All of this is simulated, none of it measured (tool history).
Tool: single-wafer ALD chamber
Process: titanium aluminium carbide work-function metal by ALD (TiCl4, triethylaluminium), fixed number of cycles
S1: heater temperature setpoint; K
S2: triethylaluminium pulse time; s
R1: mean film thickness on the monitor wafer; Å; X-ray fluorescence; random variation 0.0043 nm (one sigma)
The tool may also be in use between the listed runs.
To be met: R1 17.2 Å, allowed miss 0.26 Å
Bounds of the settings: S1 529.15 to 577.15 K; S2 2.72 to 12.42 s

{"run": 1, "day": 0.0, "S1": 553.15, "S2": 7.57, "R1": 15.165}
{"run": 2, "day": 0.242, "S1": 560.15, "S2": 7.96, "R1": 16.013}
{"run": 3, "day": 0.317, "S1": 564.15, "S2": 8.06, "R1": 16.309}
{"run": 4, "day": 0.492, "S1": 567.15, "S2": 8.16, "R1": 16.64}
{"run": 5, "day": 0.567, "S1": 567.15, "S2": 7.16, "R1": 16.204}
{"run": 6, "day": 0.829, "S1": 567.15, "S2": 5.28, "R1": 15.019}
{"run": 7, "day": 1.146, "S1": 570.15, "S2": 6.09, "R1": 15.818}
{"run": 8, "day": 1.467, "S1": 572.15, "S2": 6.55, "R1": 16.261}
{"run": 9, "day": 1.612, "S1": 574.15, "S2": 6.84, "R1": 16.59}
{"run": 10, "day": 1.925, "S1": 575.15, "S2": 7.04, "R1": 16.833}
{"run": 11, "day": 1.975, "S1": 576.15, "S2": 7.14, "R1": 16.947}

Which of these 4 next moves meets every target?
{"run": "A", "day": 2.025, "S1": 577.15, "S2": 7.37, "R1": "?"}
{"run": "B", "day": 2.025, "S1": 571.15, "S2": 6.72, "R1": "?"}
{"run": "C", "day": 2.025, "S1": 574.15, "S2": 6.97, "R1": "?"}
{"run": "D", "day": 2.025, "S1": 573.15, "S2": 6.71, "R1": "?"}

move=A R1=17.179
move=B R1=16.364
move=C R1=16.74
move=D R1=16.521
A: meets every target
B: further off than the last run
C: further off than the last run
D: further off than the last run
Answer: A
